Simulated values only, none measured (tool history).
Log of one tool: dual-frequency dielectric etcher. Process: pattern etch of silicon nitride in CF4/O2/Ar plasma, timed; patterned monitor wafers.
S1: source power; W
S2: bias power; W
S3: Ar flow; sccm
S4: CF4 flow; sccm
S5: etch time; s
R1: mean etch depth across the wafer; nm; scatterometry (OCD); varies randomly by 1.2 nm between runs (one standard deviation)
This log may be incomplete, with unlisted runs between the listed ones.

Run 1, day 0.000: S1 660 W, S2 45 W, S3 75 sccm, S4 123 sccm, S5 136 s. Result: R1 297.48 nm.
Run 2, day 0.304: S1 660 W, S2 45 W, S3 75 sccm, S4 123 sccm, S5 136 s. Result: R1 296.06 nm.
Run 3, day 0.512: S1 620 W, S2 45 W, S3 75 sccm, S4 123 sccm, S5 136 s. Result: R1 282.48 nm.
Run 4, day 0.825: S1 620 W, S2 49 W, S3 75 sccm, S4 123 sccm, S5 136 s. Result: R1 289.93 nm.
Run 5, day 1.067: S1 620 W, S2 49 W, S3 75 sccm, S4 123 sccm, S5 136 s. Result: R1 290.37 nm.
Run 6, day 1.404: S1 620 W, S2 49 W, S3 85 sccm, S4 123 sccm, S5 136 s. Result: R1 283.39 nm.
Run 7, day 1.658: S1 590 W, S2 49 W, S3 85 sccm, S4 123 sccm, S5 136 s. Result: R1 276.03 nm.
Run 8, day 1.983: S1 560 W, S2 49 W, S3 85 sccm, S4 123 sccm, S5 136 s. Result: R1 267.41 nm.
Run 9, day 2.296: S1 540 W, S2 49 W, S3 85 sccm, S4 123 sccm, S5 136 s. Result: R1 260.51 nm.

Predict the results of run 10:
Run 10, day 2.492: S1 520 W, S2 49 W, S3 85 sccm, S4 123 sccm, S5 136 s. Result: R1 ?.

{"run 10": {"R1": 256.27}}

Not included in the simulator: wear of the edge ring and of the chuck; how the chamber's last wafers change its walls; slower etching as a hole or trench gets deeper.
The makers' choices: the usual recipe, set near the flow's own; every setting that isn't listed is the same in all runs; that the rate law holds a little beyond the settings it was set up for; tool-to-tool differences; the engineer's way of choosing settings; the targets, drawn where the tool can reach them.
